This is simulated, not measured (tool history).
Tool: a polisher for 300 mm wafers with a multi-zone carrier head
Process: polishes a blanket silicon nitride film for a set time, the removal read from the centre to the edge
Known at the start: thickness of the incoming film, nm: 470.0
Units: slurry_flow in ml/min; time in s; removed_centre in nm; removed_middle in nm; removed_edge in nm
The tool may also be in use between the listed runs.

| run | day | slurry_flow | centre_zone | middle_zone | edge_zone | time | removed_centre | removed_middle | removed_edge |
|---|---|---|---|---|---|---|---|---|---|
| 1 | 0 | 145 | 1 | 1 | 1 | 85 | 117.36 | 118.55 | 123.39 |
| 2 | 0.267 | 115 | 1 | 1 | 1 | 85 | 109.34 | 114.82 | 115.97 |
| 3 | 0.562 | 135 | 1.04 | 1.02 | 1 | 88 | 122.35 | 122.86 | 124.85 |
| 4 | 0.858 | 150 | 1.07 | 1.03 | 0.99 | 91 | 135.51 | 131.24 | 133.84 |
| 5 | 0.912 | 150 | 1 | 1.03 | 0.99 | 91 | 126.65 | 132.35 | 133.12 |
|  | 1.058 | slurry nozzle cleaned |
| 6 | 1.058 | 150 | 1 | 1.03 | 0.96 | 91 | 139.26 | 143.16 | 135.88 |
| 7 | 1.088 | 165 | 1.03 | 1.02 | 0.95 | 92 | 147.18 | 143.26 | 137.77 |

Run 8 comes next. What will it give?
| 8 | 1.45 | 175 | 1.05 | 1.01 | 0.95 | 94 | ? | ? | ? |

Run 8 gave removed_centre 154.1 nm, removed_middle 149.01 nm, removed_edge 143.32 nm.
